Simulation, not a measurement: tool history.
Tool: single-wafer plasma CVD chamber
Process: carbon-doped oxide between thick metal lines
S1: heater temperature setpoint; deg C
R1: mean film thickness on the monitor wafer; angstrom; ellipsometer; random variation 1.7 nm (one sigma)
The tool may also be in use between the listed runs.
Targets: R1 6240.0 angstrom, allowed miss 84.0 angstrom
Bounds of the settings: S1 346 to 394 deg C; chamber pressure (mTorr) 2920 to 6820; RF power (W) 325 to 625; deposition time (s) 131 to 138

run 1 hour=0.0 | S1=370 chamber_pressure_(mTorr)=4870 RF_power_(W)=475 deposition_time_(s)=138 | R1=6838.7
run 2 hour=8.9 | S1=370 chamber_pressure_(mTorr)=4870 RF_power_(W)=475 deposition_time_(s)=138 | R1=6827.7
run 3 hour=13.5 | S1=370 chamber_pressure_(mTorr)=4870 RF_power_(W)=525 deposition_time_(s)=138 | R1=7291.7
run 4 hour=18.9 | S1=371 chamber_pressure_(mTorr)=4670 RF_power_(W)=520 deposition_time_(s)=138 | R1=7141.7
run 5 hour=26.0 | S1=372 chamber_pressure_(mTorr)=4470 RF_power_(W)=520 deposition_time_(s)=138 | R1=7076.1
run 6 hour=33.1 | S1=372 chamber_pressure_(mTorr)=4470 RF_power_(W)=520 deposition_time_(s)=138 | R1=7066.1
run 7 hour=35.4 | S1=373 chamber_pressure_(mTorr)=4290 RF_power_(W)=520 deposition_time_(s)=138 | R1=6973.3
run 8 hour=41.0 | S1=374 chamber_pressure_(mTorr)=4150 RF_power_(W)=520 deposition_time_(s)=138 | R1=6977.6
run 9 hour=43.2 | S1=375 chamber_pressure_(mTorr)=4010 RF_power_(W)=515 deposition_time_(s)=138 | R1=6862.1
run 10 hour=47.7 | S1=376 chamber_pressure_(mTorr)=3890 RF_power_(W)=510 deposition_time_(s)=138 | R1=6747.9
run 11 hour=53.8 | S1=377 chamber_pressure_(mTorr)=3780 RF_power_(W)=510 deposition_time_(s)=138 | R1=6720.5
run 12 hour=60.1 | S1=378 chamber_pressure_(mTorr)=3680 RF_power_(W)=510 deposition_time_(s)=138 | R1=6659.9

Which of these 4 next moves meets every target?
run A hour=66.4 | S1=381 chamber_pressure_(mTorr)=3380 RF_power_(W)=495 deposition_time_(s)=131 | R1=?
run B hour=66.4 | S1=382 chamber_pressure_(mTorr)=4110 RF_power_(W)=485 deposition_time_(s)=132 | R1=?
run C hour=66.4 | S1=373 chamber_pressure_(mTorr)=3330 RF_power_(W)=470 deposition_time_(s)=131 | R1=?
run D hour=66.4 | S1=379 chamber_pressure_(mTorr)=2920 RF_power_(W)=510 deposition_time_(s)=138 | R1=?

move=A R1=6084.9
move=B R1=6240.3
move=C R1=5986.8
move=D R1=6442.7
A: takes the result that was furthest off past its target
B: meets every target
C: takes the result that was furthest off past its target
D: nearer than the last run, and not there yet
Move B is the one to make.
